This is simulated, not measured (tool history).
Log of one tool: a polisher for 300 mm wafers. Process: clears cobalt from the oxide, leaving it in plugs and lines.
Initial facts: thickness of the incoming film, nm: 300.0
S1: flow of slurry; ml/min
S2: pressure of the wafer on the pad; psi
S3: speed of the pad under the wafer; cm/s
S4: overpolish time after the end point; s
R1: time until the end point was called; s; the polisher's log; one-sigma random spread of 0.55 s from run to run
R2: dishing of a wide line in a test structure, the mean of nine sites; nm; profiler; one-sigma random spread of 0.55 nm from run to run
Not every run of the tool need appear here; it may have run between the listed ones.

run 1 hour=0.0 | S1=145 S2=2.0 S3=102 S4=22 | R1=56.888 R2=54.347
run 2 hour=1.0 | S1=145 S2=2.3 S3=102 S4=22 | R1=49.907 R2=56.029
run 3 hour=8.4 | S1=145 S2=2.6 S3=102 S4=22 | R1=44.862 R2=57.273
run 4 hour=10.1 | S1=145 S2=2.6 S3=100 S4=19 | R1=44.598 R2=56.537
run 5 hour=18.6 | S1=135 S2=2.5 S3=102 S4=17 | R1=47.699 R2=52.394
run 6 hour=23.5 | S1=125 S2=2.6 S3=102 S4=15 | R1=45.397 R2=50.841
run 7 hour=30.8 | S1=120 S2=2.6 S3=102 S4=14 | R1=46.029 R2=49.021
run 8 hour=39.3 | S1=105 S2=2.6 S3=102 S4=7 | R1=46.229 R2=32.070
run 9 hour=42.3 | S1=110 S2=2.6 S3=102 S4=8 | R1=47.026 R2=35.042
run 10 hour=50.9 | S1=115 S2=2.6 S3=102 S4=9 | R1=46.564 R2=38.453

For run 11, what comes out?
run 11 hour=55.8 | S1=120 S2=2.6 S3=102 S4=9 | R1=? R2=?

{"run 11": {"R1": 45.251, "R2": 38.201}}
